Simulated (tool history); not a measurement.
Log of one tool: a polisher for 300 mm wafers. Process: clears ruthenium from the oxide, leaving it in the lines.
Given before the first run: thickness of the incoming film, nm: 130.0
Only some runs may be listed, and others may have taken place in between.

run,day,flow of slurry (ml/min),pressure of the wafer on the pad (kPa),speed of the pad under the wafer (m/s),overpolish time after the end point (s),time until the end point was called (s)
1,0.000,235,15.9,0.80,40,122.360
2,0.338,235,19.3,0.80,40,102.880
3,0.438,235,19.3,0.80,43,101.190
4,0.600,235,19.3,0.80,40,102.820
5,0.746,235,23.4,0.80,40,88.064
6,0.971,195,23.4,0.80,40,89.073
7,1.221,195,19.3,0.76,40,110.240
8,1.275,195,15.9,0.74,40,134.520
9,1.492,195,13.8,0.74,40,153.130

Estimate the outcome of run 10 from the log above:
10,1.596,195,11.0,0.72,40,?

Run 10 yielded time until the end point was called (s) 187.830.
